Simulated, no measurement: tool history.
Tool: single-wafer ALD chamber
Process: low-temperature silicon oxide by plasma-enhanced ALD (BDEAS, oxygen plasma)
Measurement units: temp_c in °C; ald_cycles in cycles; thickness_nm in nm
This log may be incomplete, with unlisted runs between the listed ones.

run,day,temp_c,ald_cycles,thickness_nm
1,0.000,100,22,3.0160
2,0.142,100,21,2.9000
3,0.246,99,22,3.0202
4,0.588,93,22,3.1101
5,0.721,99,22,3.0290
6,0.867,97,23,3.1887

Run 7, settings as shown, results not yet in. Your forecast:
7,1.133,95,24,?

thickness_nm: 3.3307 nm

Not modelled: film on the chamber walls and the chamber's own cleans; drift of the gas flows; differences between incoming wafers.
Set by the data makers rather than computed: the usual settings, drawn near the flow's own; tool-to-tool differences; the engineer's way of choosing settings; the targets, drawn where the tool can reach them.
